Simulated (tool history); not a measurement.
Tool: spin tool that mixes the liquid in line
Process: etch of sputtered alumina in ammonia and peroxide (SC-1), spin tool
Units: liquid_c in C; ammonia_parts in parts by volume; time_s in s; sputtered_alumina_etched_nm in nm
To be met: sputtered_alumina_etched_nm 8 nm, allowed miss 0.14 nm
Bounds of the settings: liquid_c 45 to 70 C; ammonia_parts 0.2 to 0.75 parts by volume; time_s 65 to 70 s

| run | day | liquid_c | ammonia_parts | time_s | sputtered_alumina_etched_nm |
|---|---|---|---|---|---|
| 1 | 0 | 61 | 0.45 | 65 | 6.8922 |
| 2 | 0.375 | 61 | 0.45 | 65 | 6.7879 |
| 3 | 0.471 | 61 | 0.45 | 70 | 7.4186 |
| 4 | 0.654 | 55 | 0.45 | 70 | 5.4778 |
| 5 | 0.825 | 55 | 0.45 | 70 | 5.4306 |
| 6 | 0.904 | 57 | 0.45 | 70 | 5.9797 |
| 7 | 1.042 | 58.5 | 0.45 | 70 | 6.465 |
| 8 | 1.121 | 59.5 | 0.45 | 70 | 6.7768 |
| 9 | 1.262 | 60.5 | 0.45 | 70 | 7.2074 |
| 10 | 1.3 | 61 | 0.45 | 70 | 7.3781 |
| 11 | 1.438 | 63 | 0.45 | 70 | 8.1883 |

Which of these 5 next moves meets every target?
| A | 1.575 | 62.5 | 0.45 | 70 | ? |
| B | 1.575 | 65 | 0.45 | 65 | ? |
| C | 1.575 | 64.5 | 0.25 | 70 | ? |
| D | 1.575 | 65.5 | 0.35 | 65 | ? |
| E | 1.575 | 63 | 0.5 | 70 | ? |

| move | sputtered_alumina_etched_nm |
|---|---|
| A | 7.9094 |
| B | 8.3238 |
| C | 8.2712 |
| D | 8.3325 |
| E | 8.1925 |
A: meets every target
B: further off than the last run
C: further off than the last run
D: further off than the last run
E: as far off as the last run
Answer: A
